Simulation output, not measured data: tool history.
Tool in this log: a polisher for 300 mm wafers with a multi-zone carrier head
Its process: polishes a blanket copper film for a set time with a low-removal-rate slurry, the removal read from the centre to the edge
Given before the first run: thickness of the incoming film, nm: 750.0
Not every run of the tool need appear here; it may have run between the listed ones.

run  hour  flow of slurry (ml/min)  pressure of the head's centre zone  pressure of the head's middle zone  pressure of the head's edge zone  abrasive content of the slurry  polishing time (s)  film removed at the wafer's centre (Å)  film removed at mid-radius (Å)  film removed at the wafer's edge (Å)
  1   0.0                      240                                1.00                                1.00                              1.00                            1.00                  85                                  1348.2                          1387.9                                1379.3
  2   4.7                      240                                1.00                                0.98                              0.98                            0.95                  82                                  1291.3                          1283.4                                1319.5
  3   9.6                      240                                1.00                                0.98                              1.06                            0.95                  82                                  1278.8                          1305.0                                1356.8
  4  14.6                      240                                1.00                                0.91                              1.06                            0.95                  82                                  1267.3                          1233.4                                1354.3
  5  19.3                      240                                1.00                                0.91                              1.06                            0.95                  93                                  1457.5                          1352.9                                1583.4
  6  24.6                      240                                1.00                                0.91                              1.03                            0.95                  93                                  1437.3                          1427.5                                1537.3

Forecast run 7:
  7  31.2                      240                                1.00                                0.91                              1.02                            0.90                  88                                       ?                               ?                                     ?

film removed at the wafer's centre (Å): 1363.5
film removed at mid-radius (Å): 1280.9
film removed at the wafer's edge (Å): 1401.9
